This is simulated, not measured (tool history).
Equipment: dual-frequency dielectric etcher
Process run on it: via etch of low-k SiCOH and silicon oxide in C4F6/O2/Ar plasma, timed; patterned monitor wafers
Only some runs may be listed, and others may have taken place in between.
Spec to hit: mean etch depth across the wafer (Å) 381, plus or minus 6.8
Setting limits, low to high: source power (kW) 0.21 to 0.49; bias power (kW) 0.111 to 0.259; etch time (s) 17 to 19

run	hour	source power (kW)	bias power (kW)	etch time (s)	mean etch depth across the wafer (Å)
1	0	0.35	0.185	19	445.73
2	0.9	0.39	0.185	19	460.69
3	6.5	0.39	0.185	17	416.53
4	8.8	0.39	0.185	17	412.2
5	14.9	0.38	0.182	17	407.92
6	15.7	0.38	0.182	19	453.69
7	20.7	0.36	0.175	19	436.65
8	29.7	0.29	0.165	19	399.73
9	38.1	0.28	0.164	19	395.06

Consider the 4 candidate settings below. Which is the only one whose results all fall within their allowed miss of target?
A	46.5	0.24	0.154	19	?
B	46.5	0.37	0.157	18.5	?
C	46.5	0.39	0.15	19	?
D	46.5	0.27	0.177	18	?

move	mean etch depth across the wafer (Å)
A	366.89
B	413.29
C	423.21
D	383.86
A: the result that was furthest off in the last run now lies on the other side of its target
B: its largest miss is bigger than the last run's
C: its largest miss is bigger than the last run's
D: all results land within tolerance of their targets
D meets every target.
